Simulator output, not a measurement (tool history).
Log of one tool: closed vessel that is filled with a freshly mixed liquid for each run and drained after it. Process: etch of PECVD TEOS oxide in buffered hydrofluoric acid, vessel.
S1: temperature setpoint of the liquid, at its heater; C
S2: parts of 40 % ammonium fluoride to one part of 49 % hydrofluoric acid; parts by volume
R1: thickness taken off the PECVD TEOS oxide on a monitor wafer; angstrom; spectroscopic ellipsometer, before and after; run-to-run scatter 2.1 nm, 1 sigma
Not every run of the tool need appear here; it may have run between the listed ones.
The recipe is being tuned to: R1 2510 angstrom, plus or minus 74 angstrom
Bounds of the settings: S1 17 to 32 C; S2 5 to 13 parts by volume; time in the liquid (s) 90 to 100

Run 1, hour 0: S1 24 C, S2 8 parts by volume, time in the liquid (s) 90. Result: R1 2129.4 angstrom.
Run 2, hour 6.2: S1 22.5 C, S2 8 parts by volume, time in the liquid (s) 90. Result: R1 1966 angstrom.
Run 3, hour 14.8: S1 22.5 C, S2 7 parts by volume, time in the liquid (s) 90. Result: R1 2308.3 angstrom.
Run 4, hour 15.9: S1 22.5 C, S2 5.5 parts by volume, time in the liquid (s) 90. Result: R1 2802 angstrom.
Run 5, hour 23.1: S1 22 C, S2 5.5 parts by volume, time in the liquid (s) 90. Result: R1 2716.4 angstrom.
Run 6, hour 24.5: S1 22 C, S2 5.5 parts by volume, time in the liquid (s) 100. Result: R1 3087 angstrom.
Run 7, hour 25.9: S1 21 C, S2 5.5 parts by volume, time in the liquid (s) 100. Result: R1 2855.8 angstrom.
Run 8, hour 34: S1 20.5 C, S2 5.5 parts by volume, time in the liquid (s) 100. Result: R1 2802.3 angstrom.
Run 9, hour 43.1: S1 20 C, S2 5.5 parts by volume, time in the liquid (s) 100. Result: R1 2743.7 angstrom.
Run 10, hour 50.3: S1 19.5 C, S2 5.5 parts by volume, time in the liquid (s) 100. Result: R1 2678.2 angstrom.

4 next moves are on the table. One of them brings every result within its allowed miss. Which?
Run A, hour 57.5: S1 23 C, S2 6 parts by volume, time in the liquid (s) 90. Result: R1 ?.
Run B, hour 57.5: S1 18.5 C, S2 5 parts by volume, time in the liquid (s) 100. Result: R1 ?.
Run C, hour 57.5: S1 19 C, S2 5 parts by volume, time in the liquid (s) 95. Result: R1 ?.
Run D, hour 57.5: S1 18.5 C, S2 5.5 parts by volume, time in the liquid (s) 100. Result: R1 ?.

move      R1
   A  2678.7
   B  2704.7
   C  2642.8
   D    2495
A: roughly where the last run was
B: the biggest miss grows against the last run
C: closes in on the targets versus the last run, not all within tolerance yet
D: meets every target
Answer: D
